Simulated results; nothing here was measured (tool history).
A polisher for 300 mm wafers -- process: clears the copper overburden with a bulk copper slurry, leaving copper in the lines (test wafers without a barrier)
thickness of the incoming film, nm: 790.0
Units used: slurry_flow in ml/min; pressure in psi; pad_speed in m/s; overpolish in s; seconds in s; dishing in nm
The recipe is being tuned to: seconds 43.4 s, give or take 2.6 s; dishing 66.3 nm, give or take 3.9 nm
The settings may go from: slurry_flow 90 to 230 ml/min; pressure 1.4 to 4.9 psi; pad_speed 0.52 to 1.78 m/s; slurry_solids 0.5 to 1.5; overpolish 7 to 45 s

run	hour	slurry_flow	pressure	pad_speed	slurry_solids	overpolish	seconds	dishing
1	0	150	3.1	1.14	1	23	67.181	61.079
2	5.2	150	2.4	1.14	1	23	87.961	56.02
3	13.8	130	2.4	1.14	1	23	85.327	55.811
4	17.8	95	2.4	1.14	1	23	97.19	56.857
5	24.6	95	2.4	1.14	1	29	97.697	58.878
6	26.5	95	2.4	1.14	1	25	96.62	57.293
7	28.3	100	3.3	1.28	1	17	61.025	59.56
8	29.2	110	3.6	1.28	1	18	57.594	60.534
9	33.9	120	3.9	1.28	1	19	51.728	64.008
10	36	125	4	1.28	1	19	47.239	66.148

Pick the move, out of 4, that brings all results within their allowed miss; only one does.
A	38.1	105	4.5	1.18	1	23	?	?
B	38.1	130	3.9	1.44	1.1	21	?	?
C	38.1	120	3.8	1.32	1	14	?	?
D	38.1	110	4.3	1.1	0.9	25	?	?

move	seconds	dishing
A	47.761	66.748
B	42.138	65.874
C	48.772	61.364
D	53.761	66.29
A: lands further from the targets than the last run did
B: all results land within tolerance of their targets
C: lands further from the targets than the last run did
D: lands further from the targets than the last run did
Move B is the one to make.

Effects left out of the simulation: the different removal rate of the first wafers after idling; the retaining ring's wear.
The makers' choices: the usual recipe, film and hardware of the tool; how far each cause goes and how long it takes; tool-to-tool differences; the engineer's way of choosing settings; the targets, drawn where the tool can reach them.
